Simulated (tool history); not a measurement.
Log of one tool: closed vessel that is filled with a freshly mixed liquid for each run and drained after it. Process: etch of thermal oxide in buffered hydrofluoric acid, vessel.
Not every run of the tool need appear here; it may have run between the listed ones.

run,hour,temperature setpoint of the liquid (C),parts of 40 % ammonium fluoride to one part of 49 % hydrofluoric acid (parts by volume),time in the liquid (s),thickness taken off the thermal oxide on a monitor wafer (Å)
1,0.0,22.0,19,85,446.98
2,5.9,23.5,19,85,493.92
3,6.9,24.5,19,85,516.05
4,10.6,25.0,19,85,539.52
5,11.4,25.0,14,85,718.28
6,17.3,24.0,14,85,689.55
7,24.5,23.0,14,85,646.63

The next listed run, before its measurement:
8,26.6,22.5,14,85,?

thickness taken off the thermal oxide on a monitor wafer (Å): 627.58
